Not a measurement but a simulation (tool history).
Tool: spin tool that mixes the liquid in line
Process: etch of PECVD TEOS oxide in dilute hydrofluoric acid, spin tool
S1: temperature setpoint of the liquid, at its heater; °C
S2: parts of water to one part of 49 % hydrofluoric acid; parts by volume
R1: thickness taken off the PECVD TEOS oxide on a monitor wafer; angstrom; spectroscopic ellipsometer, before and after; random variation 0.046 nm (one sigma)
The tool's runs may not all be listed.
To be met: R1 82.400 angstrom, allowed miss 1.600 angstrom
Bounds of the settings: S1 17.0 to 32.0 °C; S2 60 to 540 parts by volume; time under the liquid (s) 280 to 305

Run 1, hour 0.0: S1 24.0 °C, S2 300 parts by volume, time under the liquid (s) 280. Result: R1 140.000 angstrom.
Run 2, hour 6.1: S1 22.5 °C, S2 315 parts by volume, time under the liquid (s) 280. Result: R1 126.010 angstrom.
Run 3, hour 10.8: S1 21.5 °C, S2 330 parts by volume, time under the liquid (s) 280. Result: R1 114.400 angstrom.
Run 4, hour 12.5: S1 21.5 °C, S2 330 parts by volume, time under the liquid (s) 305. Result: R1 123.760 angstrom.
Run 5, hour 20.0: S1 20.0 °C, S2 330 parts by volume, time under the liquid (s) 305. Result: R1 117.890 angstrom.
Run 6, hour 22.1: S1 17.0 °C, S2 330 parts by volume, time under the liquid (s) 305. Result: R1 105.110 angstrom.
Run 7, hour 25.4: S1 17.0 °C, S2 340 parts by volume, time under the liquid (s) 305. Result: R1 101.400 angstrom.
Run 8, hour 33.1: S1 17.0 °C, S2 350 parts by volume, time under the liquid (s) 305. Result: R1 98.189 angstrom.
Run 9, hour 40.5: S1 17.0 °C, S2 360 parts by volume, time under the liquid (s) 305. Result: R1 93.985 angstrom.
Run 10, hour 47.9: S1 17.0 °C, S2 365 parts by volume, time under the liquid (s) 305. Result: R1 92.921 angstrom.

4 next moves are on the table. One of them brings every result within its allowed miss. Which?
Run A, hour 55.3: S1 17.0 °C, S2 370 parts by volume, time under the liquid (s) 285. Result: R1 ?.
Run B, hour 55.3: S1 17.0 °C, S2 390 parts by volume, time under the liquid (s) 280. Result: R1 ?.
Run C, hour 55.3: S1 18.0 °C, S2 335 parts by volume, time under the liquid (s) 305. Result: R1 ?.
Run D, hour 55.3: S1 17.0 °C, S2 395 parts by volume, time under the liquid (s) 300. Result: R1 ?.

move       R1
   A   85.633
   B   78.570
   C  108.020
   D   82.793
A: nearer than the last run, and not there yet
B: takes the result that was furthest off past its target
C: further off than the last run
D: meets every target
The right move is D.
